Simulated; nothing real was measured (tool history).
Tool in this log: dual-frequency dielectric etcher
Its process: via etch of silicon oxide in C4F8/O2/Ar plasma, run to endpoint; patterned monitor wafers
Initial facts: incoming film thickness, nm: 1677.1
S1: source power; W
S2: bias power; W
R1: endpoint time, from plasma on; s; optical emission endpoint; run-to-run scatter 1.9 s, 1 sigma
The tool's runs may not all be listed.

| run | hour | S1 | S2 | R1 |
|---|---|---|---|---|
| 1 | 0.0 | 2270 | 1595 | 347.84 |
| 2 | 6.4 | 2270 | 1829 | 334.25 |
| 3 | 12.9 | 2330 | 1840 | 325.53 |
| 4 | 19.2 | 2330 | 1943 | 322.98 |
| 5 | 27.2 | 2330 | 1736 | 332.47 |
| 6 | 29.5 | 2370 | 1743 | 335.17 |
| 7 | 32.3 | 2440 | 1767 | 327.04 |
| 8 | 38.7 | 2480 | 1776 | 323.97 |
| 9 | 44.2 | 2520 | 1783 | 318.97 |

What will run 10 give?
| 10 | 47.2 | 2550 | 1787 | ? |

Run 10 yielded R1 320.15 s.
